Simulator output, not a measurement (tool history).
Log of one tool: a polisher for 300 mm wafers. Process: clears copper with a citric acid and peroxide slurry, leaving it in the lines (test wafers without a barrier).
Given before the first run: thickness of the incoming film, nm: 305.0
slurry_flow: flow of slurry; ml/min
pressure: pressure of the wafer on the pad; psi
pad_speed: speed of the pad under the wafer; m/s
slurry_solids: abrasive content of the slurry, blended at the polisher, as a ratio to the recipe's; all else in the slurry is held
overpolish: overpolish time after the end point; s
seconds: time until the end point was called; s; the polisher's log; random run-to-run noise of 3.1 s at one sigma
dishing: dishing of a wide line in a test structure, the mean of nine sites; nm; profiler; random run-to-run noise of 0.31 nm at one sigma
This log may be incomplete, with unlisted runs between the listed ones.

| run | hour | slurry_flow | pressure | pad_speed | slurry_solids | overpolish | seconds | dishing |
|---|---|---|---|---|---|---|---|---|
| 1 | 0 | 135 | 2.4 | 1.04 | 1 | 25 | 141.53 | 38.621 |
| 2 | 2.9 | 135 | 2.4 | 1.18 | 1 | 25 | 124.96 | 41.786 |
| 3 | 11.3 | 120 | 2 | 1.28 | 0.85 | 20 | 134.26 | 30.746 |
| 4 | 16.4 | 120 | 2 | 1.28 | 1 | 20 | 131.68 | 32.856 |
| 5 | 22 | 140 | 2 | 1.28 | 1 | 20 | 127.8 | 34.478 |
| 6 | 24.6 | 120 | 1.7 | 1.32 | 0.85 | 16 | 143.5 | 26.425 |
| 7 | 28.7 | 110 | 1.5 | 1.34 | 0.75 | 14 | 161 | 21.112 |

What does the tool deliver on the next run?
| 8 | 31.9 | 100 | 1.4 | 1.4 | 0.7 | 12 | ? | ? |

{"run 8": {"seconds": 161.17, "dishing": 18.069}}

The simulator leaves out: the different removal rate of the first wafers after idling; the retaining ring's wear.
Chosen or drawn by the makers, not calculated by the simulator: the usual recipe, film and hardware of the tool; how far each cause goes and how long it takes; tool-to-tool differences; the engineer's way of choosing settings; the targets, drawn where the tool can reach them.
